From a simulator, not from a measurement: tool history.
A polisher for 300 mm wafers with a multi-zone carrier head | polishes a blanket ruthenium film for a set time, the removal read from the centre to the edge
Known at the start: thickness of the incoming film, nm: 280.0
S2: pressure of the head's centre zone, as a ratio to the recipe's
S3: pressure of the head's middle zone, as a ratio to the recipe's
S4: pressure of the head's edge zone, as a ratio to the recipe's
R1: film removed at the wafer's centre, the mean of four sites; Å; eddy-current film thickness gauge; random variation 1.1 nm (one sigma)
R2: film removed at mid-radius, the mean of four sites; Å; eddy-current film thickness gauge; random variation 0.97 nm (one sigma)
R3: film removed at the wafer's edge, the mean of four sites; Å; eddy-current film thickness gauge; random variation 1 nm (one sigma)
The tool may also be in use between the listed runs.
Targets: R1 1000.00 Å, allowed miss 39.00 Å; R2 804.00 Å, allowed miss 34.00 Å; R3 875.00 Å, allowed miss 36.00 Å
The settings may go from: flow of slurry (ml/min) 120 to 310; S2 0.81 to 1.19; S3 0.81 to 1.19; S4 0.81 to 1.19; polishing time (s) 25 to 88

{"run": 1, "hour": 0.0, "flow of slurry (ml/min)": 200, "S2": 1.0, "S3": 1.0, "S4": 1.0, "polishing time (s)": 56, "R1": 690.78, "R2": 737.81, "R3": 703.26}
{"run": 2, "hour": 5.8, "flow of slurry (ml/min)": 200, "S2": 0.92, "S3": 1.0, "S4": 1.0, "polishing time (s)": 56, "R1": 647.29, "R2": 717.01, "R3": 701.64}
{"run": 3, "hour": 11.4, "flow of slurry (ml/min)": 220, "S2": 1.01, "S3": 0.94, "S4": 1.01, "polishing time (s)": 59, "R1": 768.61, "R2": 733.39, "R3": 753.39}
{"run": 4, "hour": 17.7, "flow of slurry (ml/min)": 220, "S2": 1.01, "S3": 0.94, "S4": 1.06, "polishing time (s)": 59, "R1": 744.44, "R2": 739.39, "R3": 772.01}
{"hour": 24.9, "done": "worn pad replaced by a new one"}
{"run": 5, "hour": 24.9, "flow of slurry (ml/min)": 235, "S2": 1.06, "S3": 0.92, "S4": 1.06, "polishing time (s)": 61, "R1": 945.36, "R2": 848.24, "R3": 905.52}
{"run": 6, "hour": 31.1, "flow of slurry (ml/min)": 235, "S2": 1.06, "S3": 0.9, "S4": 1.03, "polishing time (s)": 61, "R1": 925.09, "R2": 821.66, "R3": 886.52}
{"run": 7, "hour": 34.4, "flow of slurry (ml/min)": 240, "S2": 1.07, "S3": 0.88, "S4": 0.99, "polishing time (s)": 60, "R1": 914.45, "R2": 787.12, "R3": 841.35}
{"run": 8, "hour": 41.7, "flow of slurry (ml/min)": 250, "S2": 1.08, "S3": 0.87, "S4": 0.98, "polishing time (s)": 60, "R1": 910.0, "R2": 807.05, "R3": 840.75}
{"run": 9, "hour": 46.2, "flow of slurry (ml/min)": 250, "S2": 1.1, "S3": 0.85, "S4": 0.98, "polishing time (s)": 60, "R1": 951.16, "R2": 779.62, "R3": 869.74}

Which of these 5 next moves meets every target?
{"run": "A", "hour": 50.7, "flow of slurry (ml/min)": 265, "S2": 1.06, "S3": 0.89, "S4": 1.08, "polishing time (s)": 58, "R1": "?", "R2": "?", "R3": "?"}
{"run": "B", "hour": 50.7, "flow of slurry (ml/min)": 220, "S2": 1.19, "S3": 0.81, "S4": 1.01, "polishing time (s)": 60, "R1": "?", "R2": "?", "R3": "?"}
{"run": "C", "hour": 50.7, "flow of slurry (ml/min)": 230, "S2": 1.08, "S3": 0.93, "S4": 1.02, "polishing time (s)": 61, "R1": "?", "R2": "?", "R3": "?"}
{"run": "D", "hour": 50.7, "flow of slurry (ml/min)": 235, "S2": 1.03, "S3": 0.81, "S4": 1.02, "polishing time (s)": 59, "R1": "?", "R2": "?", "R3": "?"}
{"run": "E", "hour": 50.7, "flow of slurry (ml/min)": 260, "S2": 1.09, "S3": 0.82, "S4": 0.94, "polishing time (s)": 63, "R1": "?", "R2": "?", "R3": "?"}

move=A R1=886.72 R2=776.36 R3=853.83
move=B R1=1003.50 R2=725.75 R3=840.59
move=C R1=932.38 R2=832.34 R3=861.20
move=D R1=861.74 R2=720.59 R3=836.05
move=E R1=987.73 R2=786.68 R3=866.43
A: further off than the last run
B: brings the result that was furthest off to its target, and leaves another outside
C: further off than the last run
D: further off than the last run
E: meets every target
The right move is E.
